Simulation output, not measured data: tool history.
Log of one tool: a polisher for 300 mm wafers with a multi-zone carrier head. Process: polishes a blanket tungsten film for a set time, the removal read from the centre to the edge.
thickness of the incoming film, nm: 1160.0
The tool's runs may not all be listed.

| run | hour | flow of slurry (ml/min) | pressure of the head's centre zone | pressure of the head's middle zone | pressure of the head's edge zone | abrasive content of the slurry | polishing time (s) | film removed at the wafer's centre (Å) | film removed at mid-radius (Å) | film removed at the wafer's edge (Å) |
|---|---|---|---|---|---|---|---|---|---|---|
| 1 | 0.0 | 130 | 1.00 | 1.00 | 1.00 | 1.00 | 35 | 1566.5 | 1563.7 | 1601.7 |
| 2 | 3.8 | 130 | 1.00 | 1.00 | 1.00 | 0.85 | 35 | 1522.7 | 1505.4 | 1516.4 |
| 3 | 12.5 | 125 | 0.98 | 1.00 | 0.97 | 0.75 | 34 | 1370.4 | 1406.3 | 1387.9 |
| 4 | 15.0 | 120 | 0.98 | 1.00 | 0.94 | 0.70 | 34 | 1317.5 | 1318.0 | 1346.8 |
| 5 | 20.4 | 120 | 0.98 | 1.00 | 1.01 | 0.70 | 34 | 1348.7 | 1342.7 | 1365.7 |
| 6 | 24.2 | 120 | 0.98 | 1.02 | 1.00 | 0.65 | 33 | 1277.5 | 1294.0 | 1284.7 |
| 7 | 28.2 | 115 | 0.98 | 1.04 | 0.99 | 0.60 | 33 | 1212.3 | 1280.5 | 1256.0 |
| 8 | 29.7 | 115 | 0.98 | 1.04 | 0.99 | 0.60 | 33 | 1210.8 | 1266.3 | 1258.6 |
| 9 | 38.6 | 115 | 1.00 | 1.06 | 0.97 | 0.60 | 32 | 1211.1 | 1284.9 | 1210.3 |

The next listed run, before its measurement:
| 10 | 45.7 | 110 | 1.00 | 1.06 | 0.96 | 0.60 | 32 | ? | ? | ? |

film removed at the wafer's centre (Å): 1167.2
film removed at mid-radius (Å): 1208.2
film removed at the wafer's edge (Å): 1189.1

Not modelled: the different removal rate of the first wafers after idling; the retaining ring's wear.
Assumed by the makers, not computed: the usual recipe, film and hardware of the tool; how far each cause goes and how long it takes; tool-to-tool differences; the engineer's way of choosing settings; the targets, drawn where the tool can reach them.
